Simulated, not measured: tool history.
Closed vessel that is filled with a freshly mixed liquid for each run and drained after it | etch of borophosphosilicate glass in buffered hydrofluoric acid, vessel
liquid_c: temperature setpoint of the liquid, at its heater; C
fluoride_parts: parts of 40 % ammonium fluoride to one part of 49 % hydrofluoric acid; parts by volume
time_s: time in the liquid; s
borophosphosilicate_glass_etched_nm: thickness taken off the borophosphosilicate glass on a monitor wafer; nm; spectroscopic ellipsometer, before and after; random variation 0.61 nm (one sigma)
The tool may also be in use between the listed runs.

run	hour	liquid_c	fluoride_parts	time_s	borophosphosilicate_glass_etched_nm
1	0	24	23	90	67.925
2	0.9	24	20.5	90	74.01
3	4.4	24.5	20.5	90	75.179
4	8.8	24.5	20.5	100	83.338
5	12.6	24	20.5	100	81.414
6	16.9	21	20.5	100	68.803
7	20.1	21.5	20.5	100	71.262

The next listed run, before its measurement:
8	25.7	22	20.5	100	?

Run 8 gave borophosphosilicate_glass_etched_nm 74.154 nm.

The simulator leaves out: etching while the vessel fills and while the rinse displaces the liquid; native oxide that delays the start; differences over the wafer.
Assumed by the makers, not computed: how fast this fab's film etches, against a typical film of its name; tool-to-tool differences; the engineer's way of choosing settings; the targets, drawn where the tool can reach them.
